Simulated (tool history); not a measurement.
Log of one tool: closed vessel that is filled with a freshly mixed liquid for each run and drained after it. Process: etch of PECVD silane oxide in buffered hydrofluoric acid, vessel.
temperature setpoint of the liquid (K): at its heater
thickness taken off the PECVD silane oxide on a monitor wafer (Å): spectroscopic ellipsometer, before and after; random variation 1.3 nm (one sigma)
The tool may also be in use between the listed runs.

run  hour  temperature setpoint of the liquid (K)  parts of 40 % ammonium fluoride to one part of 49 % hydrofluoric acid (parts by volume)  time in the liquid (s)  thickness taken off the PECVD silane oxide on a monitor wafer (Å)
  1     0                                  298.15                                                                                     11.5                      90                                                             3142.8
  2     7                                  298.15                                                                                     11.5                      90                                                             3135.6
  3  12.5                                  298.15                                                                                     14.5                      90                                                             2509.4
  4  17.5                                  299.15                                                                                     14.5                      90                                                             2622.1
  5  26.2                                  300.65                                                                                     14.5                      90                                                               2879
  6  31.9                                  299.15                                                                                     14.5                      90                                                             2653.2
  7    34                                  300.15                                                                                     14.5                      90                                                             2790.6

Run 8 comes next. What will it give?
  8  42.3                                  301.15                                                                                     14.5                      90                                                                  ?

{"run 8": {"thickness taken off the PECVD silane oxide on a monitor wafer (Å)": 2942.9}}
